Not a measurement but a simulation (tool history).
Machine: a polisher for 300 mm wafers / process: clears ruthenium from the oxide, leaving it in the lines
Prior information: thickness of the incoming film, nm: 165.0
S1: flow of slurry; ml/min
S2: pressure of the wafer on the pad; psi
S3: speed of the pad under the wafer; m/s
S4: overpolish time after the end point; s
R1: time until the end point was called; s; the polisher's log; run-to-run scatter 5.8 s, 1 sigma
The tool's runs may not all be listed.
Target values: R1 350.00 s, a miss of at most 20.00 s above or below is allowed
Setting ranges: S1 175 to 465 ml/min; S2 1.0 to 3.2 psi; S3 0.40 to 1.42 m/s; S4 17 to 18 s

run  hour   S1   S2    S3  S4      R1
  1   0.0  295  2.1  0.90  17  146.15
  2   5.2  295  1.7  0.90  17  176.72
  3  10.7  295  1.6  0.84  17  212.16
  4  12.5  295  1.8  0.84  17  181.56
  5  21.3  255  1.8  0.84  17  181.03
  6  25.3  255  1.7  0.80  17  205.69
  7  33.0  255  1.6  0.78  17  222.89
  8  36.2  255  1.5  0.76  17  246.62
  9  44.2  255  1.4  0.76  17  259.46
 10  53.2  255  1.3  0.74  17  284.86
 11  58.4  255  1.2  0.74  17  305.49

Below are 5 possible settings for the next run. Only one of them brings all results inside the allowed miss of their targets. Which is it?
  A  63.6  230  1.3  0.62  18   ?
  B  63.6  265  1.2  0.78  17   ?
  C  63.6  195  1.3  0.92  17   ?
  D  63.6  195  1.3  0.78  17   ?
  E  63.6  290  1.2  0.84  18   ?

move      R1
   A  345.88
   B  294.14
   C  242.24
   D  284.22
   E  271.18
A: every result within its allowed miss
B: further off than the last run
C: further off than the last run
D: further off than the last run
E: further off than the last run
Correct choice: A, which meets every target
